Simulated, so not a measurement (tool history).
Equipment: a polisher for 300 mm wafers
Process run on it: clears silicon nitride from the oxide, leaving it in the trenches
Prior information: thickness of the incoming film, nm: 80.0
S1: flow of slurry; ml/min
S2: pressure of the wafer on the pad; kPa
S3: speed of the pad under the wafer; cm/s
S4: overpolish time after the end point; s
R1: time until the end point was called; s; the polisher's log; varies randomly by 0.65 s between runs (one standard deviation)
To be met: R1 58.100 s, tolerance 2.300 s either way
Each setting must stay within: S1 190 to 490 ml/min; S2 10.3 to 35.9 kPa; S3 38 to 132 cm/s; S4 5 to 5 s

| run | day | S1 | S2 | S3 | S4 | R1 |
|---|---|---|---|---|---|---|
| 1 | 0.000 | 315 | 22.8 | 84 | 5 | 72.278 |
| 2 | 0.083 | 315 | 20.7 | 84 | 5 | 79.018 |
| 3 | 0.292 | 315 | 17.2 | 84 | 5 | 95.960 |
| 4 | 0.338 | 315 | 17.2 | 100 | 5 | 79.882 |
| 5 | 0.650 | 380 | 17.2 | 100 | 5 | 78.534 |
| 6 | 0.804 | 380 | 18.6 | 100 | 5 | 71.762 |
| 7 | 0.971 | 385 | 20.0 | 100 | 5 | 67.748 |
| 8 | 1.092 | 385 | 20.7 | 100 | 5 | 67.878 |
| 9 | 1.354 | 385 | 21.4 | 100 | 5 | 63.870 |
| 10 | 1.696 | 385 | 22.1 | 100 | 5 | 60.981 |

Below are 4 possible settings for the next run. Only one of them brings all results inside the allowed miss of their targets. Which is it?
| A | 2.038 | 370 | 20.0 | 98 | 5 | ? |
| B | 2.038 | 470 | 20.7 | 102 | 5 | ? |
| C | 2.038 | 395 | 24.8 | 88 | 5 | ? |
| D | 2.038 | 415 | 22.8 | 102 | 5 | ? |

| move | R1 |
|---|---|
| A | 71.015 |
| B | 65.307 |
| C | 63.726 |
| D | 59.913 |
A: further off than the last run
B: further off than the last run
C: further off than the last run
D: every result within its allowed miss
Move D is the one to make.

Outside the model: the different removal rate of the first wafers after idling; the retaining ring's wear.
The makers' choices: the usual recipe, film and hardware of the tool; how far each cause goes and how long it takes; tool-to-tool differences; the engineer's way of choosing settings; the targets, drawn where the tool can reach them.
